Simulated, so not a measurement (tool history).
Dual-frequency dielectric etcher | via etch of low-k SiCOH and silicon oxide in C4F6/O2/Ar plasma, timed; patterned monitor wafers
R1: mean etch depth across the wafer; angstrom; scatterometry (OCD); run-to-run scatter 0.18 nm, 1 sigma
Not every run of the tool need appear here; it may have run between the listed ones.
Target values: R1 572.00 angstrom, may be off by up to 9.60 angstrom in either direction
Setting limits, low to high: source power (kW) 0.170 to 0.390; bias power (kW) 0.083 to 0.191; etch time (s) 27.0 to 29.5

Run 1, hour 0.0: source power (kW) 0.280, bias power (kW) 0.137, etch time (s) 29.5. Result: R1 599.32 angstrom.
Run 2, hour 5.2: source power (kW) 0.230, bias power (kW) 0.137, etch time (s) 29.5. Result: R1 555.93 angstrom.
Run 3, hour 14.0: source power (kW) 0.190, bias power (kW) 0.137, etch time (s) 29.5. Result: R1 520.59 angstrom.
Run 4, hour 15.0: source power (kW) 0.170, bias power (kW) 0.137, etch time (s) 29.5. Result: R1 495.63 angstrom.
Run 5, hour 17.3: source power (kW) 0.170, bias power (kW) 0.137, etch time (s) 27.0. Result: R1 455.37 angstrom.
Run 6, hour 20.0: source power (kW) 0.170, bias power (kW) 0.147, etch time (s) 27.0. Result: R1 468.82 angstrom.
Run 7, hour 20.9: source power (kW) 0.190, bias power (kW) 0.149, etch time (s) 27.0. Result: R1 486.82 angstrom.
Run 8, hour 29.0: source power (kW) 0.210, bias power (kW) 0.151, etch time (s) 27.0. Result: R1 507.42 angstrom.
Run 9, hour 36.6: source power (kW) 0.220, bias power (kW) 0.152, etch time (s) 27.0. Result: R1 514.39 angstrom.
At hour 43.8: wet clean of the chamber.
Run 10, hour 43.8: source power (kW) 0.230, bias power (kW) 0.153, etch time (s) 27.0. Result: R1 555.51 angstrom.
Run 11, hour 49.0: source power (kW) 0.240, bias power (kW) 0.153, etch time (s) 27.0. Result: R1 562.70 angstrom.

Pick the move, out of 4, that brings all results within their allowed miss; only one does.
Run A, hour 54.2: source power (kW) 0.180, bias power (kW) 0.158, etch time (s) 29.0. Result: R1 ?.
Run B, hour 54.2: source power (kW) 0.210, bias power (kW) 0.160, etch time (s) 28.5. Result: R1 ?.
Run C, hour 54.2: source power (kW) 0.260, bias power (kW) 0.136, etch time (s) 29.0. Result: R1 ?.
Run D, hour 54.2: source power (kW) 0.210, bias power (kW) 0.158, etch time (s) 27.5. Result: R1 ?.

move      R1
   A  549.22
   B  572.16
   C  600.32
   D  550.04
A: further off than the last run
B: each result inside its tolerance
C: takes the result that was furthest off past its target
D: further off than the last run
Move B is the one to make.

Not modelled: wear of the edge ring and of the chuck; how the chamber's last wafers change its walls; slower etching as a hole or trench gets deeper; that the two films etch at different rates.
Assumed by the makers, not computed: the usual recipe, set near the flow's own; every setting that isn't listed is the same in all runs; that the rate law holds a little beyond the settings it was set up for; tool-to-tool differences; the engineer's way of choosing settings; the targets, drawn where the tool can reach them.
